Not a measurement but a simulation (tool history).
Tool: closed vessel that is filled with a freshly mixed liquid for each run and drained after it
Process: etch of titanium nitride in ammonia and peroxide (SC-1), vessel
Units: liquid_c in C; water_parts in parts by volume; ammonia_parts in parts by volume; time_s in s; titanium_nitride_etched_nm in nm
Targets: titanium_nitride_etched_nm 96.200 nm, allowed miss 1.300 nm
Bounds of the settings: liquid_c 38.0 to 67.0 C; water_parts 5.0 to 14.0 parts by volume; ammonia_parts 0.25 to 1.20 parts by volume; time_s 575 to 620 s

run	hour	liquid_c	water_parts	ammonia_parts	time_s	titanium_nitride_etched_nm
1	0.0	51.0	7.5	0.95	575	89.643
2	4.3	46.0	7.5	0.95	575	62.884
3	11.6	48.0	7.5	0.95	575	72.540
4	16.0	49.0	7.5	0.95	575	78.217
5	23.8	49.0	7.5	0.80	575	75.959
6	26.2	49.0	7.5	0.50	575	70.576
7	34.8	54.5	7.5	0.50	575	103.340
8	38.4	54.0	7.5	0.50	575	99.562

5 next moves are on the table. One of them brings every result within its allowed miss. Which?
A	42.0	53.0	8.5	0.55	620	?
B	42.0	52.5	5.5	0.35	615	?
C	42.0	56.0	11.5	0.65	610	?
D	42.0	54.0	6.0	0.25	595	?
E	42.0	57.0	10.5	0.50	575	?

move	titanium_nitride_etched_nm
A	95.972
B	105.770
C	101.820
D	102.450
E	102.880
A: meets every target
B: further off than the last run
C: further off than the last run
D: further off than the last run
E: further off than the last run
Answer: A
